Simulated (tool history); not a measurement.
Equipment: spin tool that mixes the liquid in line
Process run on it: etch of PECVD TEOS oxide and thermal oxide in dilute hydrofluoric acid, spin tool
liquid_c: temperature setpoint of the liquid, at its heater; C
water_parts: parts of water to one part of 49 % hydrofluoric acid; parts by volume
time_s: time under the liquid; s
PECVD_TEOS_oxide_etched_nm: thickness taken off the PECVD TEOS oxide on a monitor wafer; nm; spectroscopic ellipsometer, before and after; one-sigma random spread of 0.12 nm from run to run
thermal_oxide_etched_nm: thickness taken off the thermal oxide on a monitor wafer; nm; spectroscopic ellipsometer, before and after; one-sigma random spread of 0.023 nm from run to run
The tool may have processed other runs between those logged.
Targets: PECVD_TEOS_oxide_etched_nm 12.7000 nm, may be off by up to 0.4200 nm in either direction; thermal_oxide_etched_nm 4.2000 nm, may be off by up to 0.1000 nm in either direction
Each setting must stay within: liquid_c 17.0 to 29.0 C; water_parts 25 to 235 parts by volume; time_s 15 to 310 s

| run | hour | liquid_c | water_parts | time_s | PECVD_TEOS_oxide_etched_nm | thermal_oxide_etched_nm |
|---|---|---|---|---|---|---|
| 1 | 0.0 | 21.0 | 130 | 160 | 15.8630 | 5.1397 |
| 2 | 2.6 | 18.0 | 130 | 160 | 13.5790 | 4.5594 |
| 3 | 8.2 | 17.0 | 130 | 160 | 13.4050 | 4.3577 |
| 4 | 15.7 | 17.0 | 130 | 110 | 9.0725 | 2.9933 |
| 5 | 20.2 | 17.0 | 115 | 110 | 10.2970 | 3.4388 |
| 6 | 27.2 | 17.0 | 150 | 110 | 7.7074 | 2.5449 |
| 7 | 31.7 | 21.0 | 145 | 110 | 9.3434 | 3.1267 |
| 8 | 39.5 | 22.0 | 145 | 110 | 9.7926 | 3.2430 |
| 9 | 40.5 | 23.0 | 145 | 110 | 10.1610 | 3.3951 |
| 10 | 47.0 | 23.0 | 145 | 110 | 10.1880 | 3.3556 |
| 11 | 54.5 | 23.5 | 145 | 110 | 10.4290 | 3.4681 |
| 12 | 60.7 | 23.5 | 145 | 110 | 10.6120 | 3.4358 |
| 13 | 64.2 | 24.0 | 145 | 110 | 10.4980 | 3.5149 |
| 14 | 71.5 | 24.5 | 145 | 110 | 10.7080 | 3.5298 |
| 15 | 73.9 | 28.5 | 140 | 110 | 12.8600 | 4.3065 |

4 next moves are on the table. One of them brings every result within its allowed miss. Which?
| A | 76.3 | 26.0 | 150 | 135 | ? | ? |
| B | 76.3 | 26.0 | 180 | 170 | ? | ? |
| C | 76.3 | 27.5 | 150 | 120 | ? | ? |
| D | 76.3 | 24.5 | 155 | 150 | ? | ? |

| move | PECVD_TEOS_oxide_etched_nm | thermal_oxide_etched_nm |
|---|---|---|
| A | 13.4610 | 4.4698 |
| B | 13.6560 | 4.5348 |
| C | 12.6550 | 4.2024 |
| D | 13.5970 | 4.5153 |
A: lands further from the targets than the last run did
B: lands further from the targets than the last run did
C: hits every target within its allowed miss
D: lands further from the targets than the last run did
C is the move that brings every result within its allowed miss.

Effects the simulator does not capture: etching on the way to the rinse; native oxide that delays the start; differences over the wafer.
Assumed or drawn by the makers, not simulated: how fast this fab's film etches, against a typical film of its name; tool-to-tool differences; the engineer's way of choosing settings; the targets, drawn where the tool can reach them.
